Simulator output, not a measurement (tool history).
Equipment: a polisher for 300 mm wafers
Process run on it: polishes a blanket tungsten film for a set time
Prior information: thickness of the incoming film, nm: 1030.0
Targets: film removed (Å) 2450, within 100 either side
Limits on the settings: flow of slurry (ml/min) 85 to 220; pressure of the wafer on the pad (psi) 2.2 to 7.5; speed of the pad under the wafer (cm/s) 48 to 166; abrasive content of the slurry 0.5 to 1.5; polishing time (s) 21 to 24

run  hour  flow of slurry (ml/min)  pressure of the wafer on the pad (psi)  speed of the pad under the wafer (cm/s)  abrasive content of the slurry  polishing time (s)  film removed (Å)
  1     0                      140                                     4.8                                      106                               1                  24            1648.3
  2   5.5                      175                                     4.8                                      106                               1                  24            1697.4
  3  14.4                      175                                     4.8                                      106                               1                  21            1467.7
  4  18.6                      175                                     5.5                                      106                               1                  21            1628.9
  5  26.3                      175                                     6.3                                      106                               1                  21            1751.3
  6    30                      175                                     6.6                                      114                               1                  21            1989.7
  7  37.4                      175                                     6.8                                      118                               1                  21              2064
  8  44.9                      175                                       7                                      122                               1                  21            2228.6
  9  52.1                      175                                     7.1                                      124                               1                  21            2263.9
 10  58.5                      175                                     7.2                                      126                               1                  21            2315.5
 11  63.7                      175                                     7.3                                      126                               1                  21            2270.3

Of the 4 settings listed for the next run, only one would bring every result within its allowed miss of target. Which one?
  A  68.9                      180                                     6.9                                      118                            0.95                  21                 ?
  B  68.9                      120                                     7.5                                      134                            0.85                  24                 ?
  C  68.9                      175                                       7                                      124                             0.9                  22                 ?
  D  68.9                      200                                     7.5                                      124                            1.15                  21                 ?

move  film removed (Å)
   A            2124.6
   B            2678.6
   C            2329.4
   D              2484
A: the biggest miss grows against the last run
B: carries the result that was furthest off beyond its target, to the other side
C: nearer the targets than the last run, but a result is still out of spec
D: all results in spec
D meets every target.

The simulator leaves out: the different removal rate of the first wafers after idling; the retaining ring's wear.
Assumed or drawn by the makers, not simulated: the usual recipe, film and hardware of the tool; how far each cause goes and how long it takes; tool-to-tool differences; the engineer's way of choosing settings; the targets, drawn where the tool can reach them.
